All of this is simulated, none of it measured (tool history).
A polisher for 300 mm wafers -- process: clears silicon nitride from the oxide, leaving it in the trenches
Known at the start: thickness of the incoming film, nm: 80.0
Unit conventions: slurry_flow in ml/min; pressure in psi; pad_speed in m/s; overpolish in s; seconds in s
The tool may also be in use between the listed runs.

{"run": 1, "day": 0.0, "slurry_flow": 310, "pressure": 2.3, "pad_speed": 0.96, "overpolish": 13, "seconds": 129.54}
{"run": 2, "day": 0.367, "slurry_flow": 310, "pressure": 2.5, "pad_speed": 0.96, "overpolish": 13, "seconds": 119.44}
{"run": 3, "day": 0.471, "slurry_flow": 235, "pressure": 2.5, "pad_speed": 0.96, "overpolish": 13, "seconds": 121.76}
{"run": 4, "day": 0.75, "slurry_flow": 235, "pressure": 2.5, "pad_speed": 0.96, "overpolish": 13, "seconds": 120.71}
{"run": 5, "day": 0.846, "slurry_flow": 185, "pressure": 2.5, "pad_speed": 0.96, "overpolish": 13, "seconds": 127.24}
{"run": 6, "day": 1.146, "slurry_flow": 185, "pressure": 2.5, "pad_speed": 0.96, "overpolish": 9, "seconds": 131.03}
{"run": 7, "day": 1.367, "slurry_flow": 190, "pressure": 2.8, "pad_speed": 0.98, "overpolish": 9, "seconds": 111.63}
{"run": 8, "day": 1.633, "slurry_flow": 195, "pressure": 3.0, "pad_speed": 1.0, "overpolish": 9, "seconds": 102.92}
{"run": 9, "day": 1.938, "slurry_flow": 200, "pressure": 3.2, "pad_speed": 1.04, "overpolish": 9, "seconds": 95.184}

What does the tool deliver on the next run?
{"run": 10, "day": 2.083, "slurry_flow": 205, "pressure": 3.3, "pad_speed": 1.08, "overpolish": 9, "seconds": "?"}

{"run 10": {"seconds": 88.973}}
